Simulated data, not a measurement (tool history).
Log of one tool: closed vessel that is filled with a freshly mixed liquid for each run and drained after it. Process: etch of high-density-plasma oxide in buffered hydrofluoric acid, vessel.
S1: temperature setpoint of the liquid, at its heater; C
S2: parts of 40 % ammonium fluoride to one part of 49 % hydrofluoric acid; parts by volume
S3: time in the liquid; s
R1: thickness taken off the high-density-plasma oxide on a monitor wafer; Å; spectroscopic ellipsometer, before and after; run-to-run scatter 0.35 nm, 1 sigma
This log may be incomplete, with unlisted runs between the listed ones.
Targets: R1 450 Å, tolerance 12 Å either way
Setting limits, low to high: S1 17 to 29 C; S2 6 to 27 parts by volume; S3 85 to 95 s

run,hour,S1,S2,S3,R1
1,0,21,16.5,85,842.36
2,7.1,18.5,16.5,85,731.98
3,8.7,18,18.5,85,632.63
4,11.9,18,14,85,829.13
5,17.2,18,18,85,645.34
6,18,17.5,19.5,85,579.77
7,26.2,17.5,20.5,85,559.99
8,27.2,17.5,21.5,85,536.42
9,31.9,17.5,22.5,85,524.96
10,35.5,17.5,23.5,85,503.51
11,40.8,17.5,24,85,502.04
12,47.3,17.5,24.5,85,498.6
# hour 48.9: thermometer replaced
13,48.9,17.5,25,85,416.32
14,53.7,18,25,85,437.47

4 candidate next runs follow, results not yet known. Just one meets every target within its allowed miss. Identify it.
A,58.5,17,25,85,?
B,58.5,17,24,85,?
C,58.5,18,26,90,?
D,58.5,17,25.5,85,?

move,R1
A,416.11
B,428.04
C,454.01
D,410.44
A: the biggest miss grows against the last run
B: the biggest miss grows against the last run
C: all results land within tolerance of their targets
D: the biggest miss grows against the last run
C is the move that brings every result within its allowed miss.
